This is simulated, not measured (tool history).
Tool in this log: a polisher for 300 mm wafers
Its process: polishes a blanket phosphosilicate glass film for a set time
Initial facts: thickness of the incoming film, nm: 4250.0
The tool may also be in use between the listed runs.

run	day	flow of slurry (ml/min)	pressure of the wafer on the pad (kPa)	speed of the pad under the wafer (cm/s)	abrasive content of the slurry	polishing time (s)	film removed (nm)
1	0.000	170	26.2	92	1.00	66	520.03
2	0.125	175	26.9	92	1.00	66	526.98
3	0.488	155	26.9	92	1.00	66	525.49
4	0.658	155	20.7	92	1.00	66	433.51
5	0.775	155	23.4	92	1.00	66	473.06
6	1.142	155	23.4	92	1.15	66	502.57
7	1.300	155	24.8	92	1.15	66	534.19
8	1.671	155	25.5	92	1.15	66	540.93
9	1.792	155	26.2	92	1.15	66	560.98

Estimate the outcome of run 10 from the log above:
10	1.817	155	26.9	92	1.15	66	?

For run 10 the tool returned film removed (nm) 552.76.
